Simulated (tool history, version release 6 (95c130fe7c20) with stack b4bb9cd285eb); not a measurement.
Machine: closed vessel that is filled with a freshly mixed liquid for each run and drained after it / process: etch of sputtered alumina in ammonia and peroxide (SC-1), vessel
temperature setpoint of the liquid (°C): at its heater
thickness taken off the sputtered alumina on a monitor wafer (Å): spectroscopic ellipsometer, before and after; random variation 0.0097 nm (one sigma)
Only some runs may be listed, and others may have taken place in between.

| run | hour | temperature setpoint of the liquid (°C) | parts of 29 % ammonia solution to one part of 30 % peroxide (parts by volume) | time in the liquid (s) | thickness taken off the sputtered alumina on a monitor wafer (Å) |
|---|---|---|---|---|---|
| 1 | 0.0 | 54.0 | 0.4 | 30 | 23.328 |
| 2 | 6.6 | 54.0 | 0.4 | 30 | 23.710 |
| 3 | 12.0 | 51.5 | 0.4 | 30 | 20.291 |
| 4 | 19.0 | 50.0 | 0.4 | 30 | 18.779 |
| 5 | 22.4 | 53.5 | 0.4 | 30 | 22.812 |
| 6 | 24.1 | 51.5 | 0.4 | 30 | 20.187 |

Run 7 is up next; what results do you expect?
| 7 | 24.7 | 50.0 | 0.4 | 30 | ? |

Run 7 gave thickness taken off the sputtered alumina on a monitor wafer (Å) 18.587.
